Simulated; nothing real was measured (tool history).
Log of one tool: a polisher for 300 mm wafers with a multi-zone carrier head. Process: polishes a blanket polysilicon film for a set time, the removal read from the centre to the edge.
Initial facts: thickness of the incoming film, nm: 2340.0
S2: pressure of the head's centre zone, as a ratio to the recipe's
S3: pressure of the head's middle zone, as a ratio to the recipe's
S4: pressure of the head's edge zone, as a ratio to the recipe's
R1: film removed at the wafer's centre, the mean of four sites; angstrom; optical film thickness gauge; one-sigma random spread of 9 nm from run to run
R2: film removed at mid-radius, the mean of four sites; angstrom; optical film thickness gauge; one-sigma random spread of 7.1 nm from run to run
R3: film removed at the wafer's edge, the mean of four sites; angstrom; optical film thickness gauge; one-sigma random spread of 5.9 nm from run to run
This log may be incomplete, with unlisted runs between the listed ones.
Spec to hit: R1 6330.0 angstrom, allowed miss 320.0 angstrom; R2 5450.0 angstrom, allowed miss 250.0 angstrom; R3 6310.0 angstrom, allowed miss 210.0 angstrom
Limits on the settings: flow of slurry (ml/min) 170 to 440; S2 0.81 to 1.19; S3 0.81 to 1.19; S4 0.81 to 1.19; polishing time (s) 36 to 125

run 1 hour=0.0 | flow_of_slurry_(ml/min)=280 S2=1.00 S3=1.00 S4=1.00 polishing_time_(s)=80 | R1=6711.0 R2=7088.2 R3=6793.8
run 2 hour=5.9 | flow_of_slurry_(ml/min)=280 S2=1.00 S3=1.00 S4=1.08 polishing_time_(s)=80 | R1=6645.0 R2=6854.1 R3=6918.9
run 3 hour=8.8 | flow_of_slurry_(ml/min)=310 S2=1.00 S3=1.00 S4=1.08 polishing_time_(s)=80 | R1=7059.5 R2=7124.3 R3=7063.0
run 4 hour=9.9 | flow_of_slurry_(ml/min)=310 S2=1.00 S3=1.00 S4=1.08 polishing_time_(s)=99 | R1=8407.9 R2=8714.7 R3=8770.0
run 5 hour=16.2 | flow_of_slurry_(ml/min)=310 S2=1.08 S3=1.00 S4=1.08 polishing_time_(s)=99 | R1=9283.4 R2=8689.6 R3=8695.0
run 6 hour=22.8 | flow_of_slurry_(ml/min)=290 S2=1.07 S3=0.96 S4=1.08 polishing_time_(s)=91 | R1=8635.4 R2=7913.4 R3=8003.4
run 7 hour=27.0 | flow_of_slurry_(ml/min)=305 S2=0.99 S3=0.86 S4=1.18 polishing_time_(s)=69 | R1=5923.6 R2=5188.6 R3=6270.8
run 8 hour=29.6 | flow_of_slurry_(ml/min)=310 S2=1.00 S3=0.87 S4=1.18 polishing_time_(s)=69 | R1=5944.2 R2=5351.0 R3=6478.7
run 9 hour=35.6 | flow_of_slurry_(ml/min)=310 S2=1.00 S3=0.87 S4=1.18 polishing_time_(s)=69 | R1=6014.3 R2=5437.9 R3=6536.8

Exercise: of the 5 proposed moves below, exactly one satisfies all targets within the stated allowed misses. Which move is it?
run A hour=41.6 | flow_of_slurry_(ml/min)=255 S2=1.02 S3=0.89 S4=1.18 polishing_time_(s)=66 | R1=? R2=? R3=?
run B hour=41.6 | flow_of_slurry_(ml/min)=370 S2=0.97 S3=0.81 S4=1.19 polishing_time_(s)=77 | R1=? R2=? R3=?
run C hour=41.6 | flow_of_slurry_(ml/min)=340 S2=0.98 S3=0.94 S4=1.12 polishing_time_(s)=70 | R1=? R2=? R3=?
run D hour=41.6 | flow_of_slurry_(ml/min)=275 S2=1.06 S3=0.87 S4=1.11 polishing_time_(s)=70 | R1=? R2=? R3=?
run E hour=41.6 | flow_of_slurry_(ml/min)=300 S2=0.91 S3=0.83 S4=1.19 polishing_time_(s)=73 | R1=? R2=? R3=?

move=A R1=5708.0 R2=5049.3 R3=5960.6
move=B R1=6601.0 R2=5667.4 R3=7199.8
move=C R1=6020.0 R2=5783.2 R3=6296.5
move=D R1=6356.7 R2=5303.6 R3=6170.0
move=E R1=5743.5 R2=5376.3 R3=6722.4
A: carries the result that was furthest off beyond its target, to the other side
B: lands further from the targets than the last run did
C: the furthest-off result lands on target, but another misses its tolerance
D: every result within its allowed miss
E: lands further from the targets than the last run did
D meets every target.
